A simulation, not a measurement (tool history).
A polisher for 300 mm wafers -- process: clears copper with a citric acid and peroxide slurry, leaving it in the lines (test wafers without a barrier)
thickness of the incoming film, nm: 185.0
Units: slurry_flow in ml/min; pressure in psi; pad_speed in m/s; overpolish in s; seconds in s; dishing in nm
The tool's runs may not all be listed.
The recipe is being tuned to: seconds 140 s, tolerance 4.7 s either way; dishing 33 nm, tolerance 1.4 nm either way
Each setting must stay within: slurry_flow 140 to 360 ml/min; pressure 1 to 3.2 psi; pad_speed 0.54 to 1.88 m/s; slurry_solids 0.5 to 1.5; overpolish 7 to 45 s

| run | day | slurry_flow | pressure | pad_speed | slurry_solids | overpolish | seconds | dishing |
|---|---|---|---|---|---|---|---|---|
| 1 | 0 | 230 | 2.1 | 1.2 | 1 | 23 | 109.77 | 27.835 |
| 2 | 0.229 | 225 | 2 | 1.2 | 1 | 25 | 112.3 | 28.693 |
| 3 | 0.5 | 225 | 2.3 | 1.2 | 1 | 25 | 104.05 | 31.316 |
| 4 | 0.812 | 220 | 2.1 | 1.18 | 1 | 27 | 110.81 | 30.993 |
| 5 | 1.008 | 220 | 2.1 | 1.3 | 1 | 27 | 101.69 | 32.606 |
| 6 | 1.254 | 220 | 1.9 | 1.28 | 1 | 29 | 109.86 | 32.939 |
| 7 | 1.488 | 220 | 1.8 | 1.26 | 1 | 31 | 116.46 | 33.49 |
| 8 | 1.604 | 220 | 1.7 | 1.26 | 1 | 32 | 121.01 | 33.363 |
| 9 | 1.846 | 220 | 1.6 | 1.26 | 1 | 33 | 120.87 | 33.089 |
| 10 | 1.929 | 200 | 1.2 | 1.2 | 1 | 39 | 149.81 | 31.399 |
| 11 | 1.967 | 210 | 1.2 | 1.2 | 1 | 39 | 149.93 | 31.637 |
| 12 | 2.096 | 215 | 1.2 | 1.2 | 1 | 39 | 150.65 | 31.403 |

Exercise: of the 5 proposed moves below, exactly one satisfies all targets within the stated allowed misses. Which move is it?
| A | 2.225 | 250 | 1.3 | 1.1 | 1.2 | 45 | ? | ? |
| B | 2.225 | 235 | 1.3 | 1.38 | 0.95 | 31 | ? | ? |
| C | 2.225 | 180 | 1.5 | 1.18 | 1.05 | 37 | ? | ? |
| D | 2.225 | 230 | 1.3 | 1.24 | 1 | 32 | ? | ? |
| E | 2.225 | 285 | 1.3 | 1.3 | 1.15 | 29 | ? | ? |

| move | seconds | dishing |
|---|---|---|
| A | 150.68 | 36.171 |
| B | 127.75 | 30.729 |
| C | 139.91 | 33.114 |
| D | 140.62 | 29.201 |
| E | 127.62 | 29.159 |
A: about the same distance from the targets as the last run
B: moves the result that the last run missed by most past its target, out the other side
C: all results land within tolerance of their targets
D: corrects the largest miss of the last run, while another result sits out of spec
E: moves the result that the last run missed by most past its target, out the other side
C meets every target.

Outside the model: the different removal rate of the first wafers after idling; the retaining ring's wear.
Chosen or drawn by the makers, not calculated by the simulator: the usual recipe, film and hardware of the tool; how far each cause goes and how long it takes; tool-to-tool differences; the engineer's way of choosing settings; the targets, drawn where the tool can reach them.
